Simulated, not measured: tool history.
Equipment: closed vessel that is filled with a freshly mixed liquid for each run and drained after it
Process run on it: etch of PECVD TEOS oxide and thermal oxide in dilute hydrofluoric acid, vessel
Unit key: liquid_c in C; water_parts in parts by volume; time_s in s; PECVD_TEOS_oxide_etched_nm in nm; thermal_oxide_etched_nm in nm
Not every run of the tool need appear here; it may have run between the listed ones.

Run 1, hour 0.0: liquid_c 24.0 C, water_parts 210 parts by volume, time_s 75 s. Result: PECVD_TEOS_oxide_etched_nm 5.1610 nm, thermal_oxide_etched_nm 1.1552 nm.
Run 2, hour 7.1: liquid_c 24.0 C, water_parts 210 parts by volume, time_s 105 s. Result: PECVD_TEOS_oxide_etched_nm 7.2680 nm, thermal_oxide_etched_nm 1.6592 nm.
Run 3, hour 14.7: liquid_c 26.0 C, water_parts 200 parts by volume, time_s 105 s. Result: PECVD_TEOS_oxide_etched_nm 8.3608 nm, thermal_oxide_etched_nm 1.8873 nm.
Run 4, hour 18.7: liquid_c 26.0 C, water_parts 200 parts by volume, time_s 80 s. Result: PECVD_TEOS_oxide_etched_nm 6.2998 nm, thermal_oxide_etched_nm 1.3646 nm.
Run 5, hour 22.8: liquid_c 23.0 C, water_parts 200 parts by volume, time_s 80 s. Result: PECVD_TEOS_oxide_etched_nm 5.6745 nm, thermal_oxide_etched_nm 1.2553 nm.
Run 6, hour 24.8: liquid_c 25.0 C, water_parts 180 parts by volume, time_s 80 s. Result: PECVD_TEOS_oxide_etched_nm 6.8881 nm, thermal_oxide_etched_nm 1.5526 nm.
Run 7, hour 29.1: liquid_c 27.0 C, water_parts 170 parts by volume, time_s 80 s. Result: PECVD_TEOS_oxide_etched_nm 7.9576 nm, thermal_oxide_etched_nm 1.8314 nm.
Run 8, hour 36.1: liquid_c 28.5 C, water_parts 165 parts by volume, time_s 80 s. Result: PECVD_TEOS_oxide_etched_nm 8.8051 nm, thermal_oxide_etched_nm 1.9258 nm.
Run 9, hour 37.9: liquid_c 29.5 C, water_parts 120 parts by volume, time_s 80 s. Result: PECVD_TEOS_oxide_etched_nm 13.1800 nm, thermal_oxide_etched_nm 2.9024 nm.

For run 10, what comes out?
Run 10, hour 46.2: liquid_c 28.5 C, water_parts 120 parts by volume, time_s 80 s. Result: PECVD_TEOS_oxide_etched_nm ?, thermal_oxide_etched_nm ?.

{"run 10": {"PECVD_TEOS_oxide_etched_nm": 12.725, "thermal_oxide_etched_nm": 2.8643}}
